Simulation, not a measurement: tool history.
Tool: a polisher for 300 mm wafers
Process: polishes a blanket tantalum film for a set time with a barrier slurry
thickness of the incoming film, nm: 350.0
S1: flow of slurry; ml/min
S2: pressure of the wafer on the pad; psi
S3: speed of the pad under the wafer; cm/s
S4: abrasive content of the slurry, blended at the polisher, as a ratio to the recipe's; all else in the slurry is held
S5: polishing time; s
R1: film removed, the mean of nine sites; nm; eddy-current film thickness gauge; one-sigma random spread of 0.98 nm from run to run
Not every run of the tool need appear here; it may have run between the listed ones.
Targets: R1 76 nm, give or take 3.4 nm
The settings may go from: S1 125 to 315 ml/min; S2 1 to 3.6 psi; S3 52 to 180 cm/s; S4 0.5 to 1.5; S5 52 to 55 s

run	day	S1	S2	S3	S4	S5	R1
1	0	205	2.3	116	1	52	104.72
2	0.021	205	2.2	116	1	52	99.762
3	0.204	205	2.1	116	1	52	97.712
4	0.421	205	2.1	116	1	52	96.693
5	0.717	230	2.1	116	1	52	99.546
6	0.917	230	2.1	116	1	52	98.425
7	1.117	230	2	116	1	52	93.582
8	1.242	230	1.9	116	1	52	89.085
9	1.438	230	1.8	116	1	52	84.622
10	1.792	225	1.7	116	1	52	81.867

Below are 4 possible settings for the next run. Only one of them brings all results inside the allowed miss of their targets. Which is it?
A	2.146	235	1.5	136	1.15	55	?
B	2.146	230	2	110	0.6	54	?
C	2.146	195	2.1	108	0.8	53	?
D	2.146	165	1.7	108	1.1	54	?

move	R1
A	93.511
B	82.635
C	86.974
D	76.793
A: its largest miss is bigger than the last run's
B: its largest miss is bigger than the last run's
C: its largest miss is bigger than the last run's
D: every result lands within tolerance
D is the move that brings every result within its allowed miss.
